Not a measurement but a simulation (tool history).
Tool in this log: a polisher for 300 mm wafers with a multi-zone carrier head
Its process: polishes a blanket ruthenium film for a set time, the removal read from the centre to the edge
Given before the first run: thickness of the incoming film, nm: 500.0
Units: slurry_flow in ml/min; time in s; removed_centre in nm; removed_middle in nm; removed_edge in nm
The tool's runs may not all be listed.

run 1 day=0.000 | slurry_flow=180 centre_zone=1.00 middle_zone=1.00 edge_zone=1.00 time=60 | removed_centre=53.250 removed_middle=52.058 removed_edge=52.816
run 2 day=0.104 | slurry_flow=190 centre_zone=1.00 middle_zone=1.00 edge_zone=1.04 time=61 | removed_centre=53.915 removed_middle=54.875 removed_edge=54.955
run 3 day=0.300 | slurry_flow=195 centre_zone=1.00 middle_zone=0.98 edge_zone=1.07 time=62 | removed_centre=55.281 removed_middle=54.368 removed_edge=57.226
run 4 day=0.579 | slurry_flow=205 centre_zone=1.00 middle_zone=0.98 edge_zone=1.09 time=62 | removed_centre=55.331 removed_middle=55.544 removed_edge=56.720
run 5 day=0.733 | slurry_flow=205 centre_zone=0.93 middle_zone=0.98 edge_zone=1.09 time=62 | removed_centre=51.993 removed_middle=54.334 removed_edge=57.150
run 6 day=0.950 | slurry_flow=205 centre_zone=1.01 middle_zone=0.98 edge_zone=1.09 time=62 | removed_centre=56.296 removed_middle=54.058 removed_edge=56.968
run 7 day=1.100 | slurry_flow=205 centre_zone=1.00 middle_zone=0.98 edge_zone=1.10 time=63 | removed_centre=55.410 removed_middle=56.905 removed_edge=58.855
run 8 day=1.321 | slurry_flow=245 centre_zone=1.04 middle_zone=0.92 edge_zone=1.19 time=65 | removed_centre=62.545 removed_middle=57.036 removed_edge=64.590
run 9 day=1.638 | slurry_flow=245 centre_zone=1.03 middle_zone=0.92 edge_zone=1.19 time=65 | removed_centre=61.295 removed_middle=55.831 removed_edge=64.075

The next listed run, before its measurement:
run 10 day=1.817 | slurry_flow=245 centre_zone=1.02 middle_zone=0.93 edge_zone=1.19 time=65 | removed_centre=? removed_middle=? removed_edge=?

{"run 10": {"removed_centre": 60.073, "removed_middle": 55.092, "removed_edge": 63.862}}
